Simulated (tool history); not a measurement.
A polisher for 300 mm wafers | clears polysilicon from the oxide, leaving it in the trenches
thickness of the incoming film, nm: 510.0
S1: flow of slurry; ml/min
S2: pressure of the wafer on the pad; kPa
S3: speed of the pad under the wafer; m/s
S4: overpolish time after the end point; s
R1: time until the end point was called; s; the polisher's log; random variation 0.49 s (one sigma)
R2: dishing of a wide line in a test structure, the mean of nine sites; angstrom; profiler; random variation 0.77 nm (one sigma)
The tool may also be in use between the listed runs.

run    day   S1    S2    S3  S4      R1      R2
  1      0  210  13.1  1.04   8  39.305  370.43
  2  0.121  210  13.1   0.8   8  51.642  334.05
  3  0.242  170  13.1   0.8   8  54.331  349.52
  4  0.346  180  15.2  0.82   7  44.469   352.2
  5  0.533  190  16.5  0.84   7  40.509   368.6
  6  0.817  225  16.5  0.84   7  40.495  371.53

Expected results for the next run?
  7  1.117  225  16.5  0.84   7   ?   ?

{"run 7": {"R1": 40.699, "R2": 377.86}}
